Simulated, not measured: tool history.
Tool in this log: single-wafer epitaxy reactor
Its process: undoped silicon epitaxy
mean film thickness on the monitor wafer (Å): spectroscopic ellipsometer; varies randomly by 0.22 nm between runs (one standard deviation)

| run | hour | wafer temperature setpoint (pyrometer-controlled) (°C) | deposition time (s) | mean film thickness on the monitor wafer (Å) |
|---|---|---|---|---|
| 1 | 0.0 | 675 | 201 | 567.25 |
| 2 | 9.0 | 682 | 201 | 649.96 |
| 3 | 17.3 | 684 | 204 | 688.33 |
| 4 | 19.5 | 686 | 206 | 723.02 |
| 5 | 23.0 | 688 | 208 | 758.59 |
| 6 | 24.0 | 688 | 233 | 849.57 |
| 7 | 31.8 | 689 | 233 | 867.70 |

Forecast run 8:
| 8 | 35.4 | 690 | 233 | ? |

{"run 8": {"mean film thickness on the monitor wafer (Å)": 885.65}}

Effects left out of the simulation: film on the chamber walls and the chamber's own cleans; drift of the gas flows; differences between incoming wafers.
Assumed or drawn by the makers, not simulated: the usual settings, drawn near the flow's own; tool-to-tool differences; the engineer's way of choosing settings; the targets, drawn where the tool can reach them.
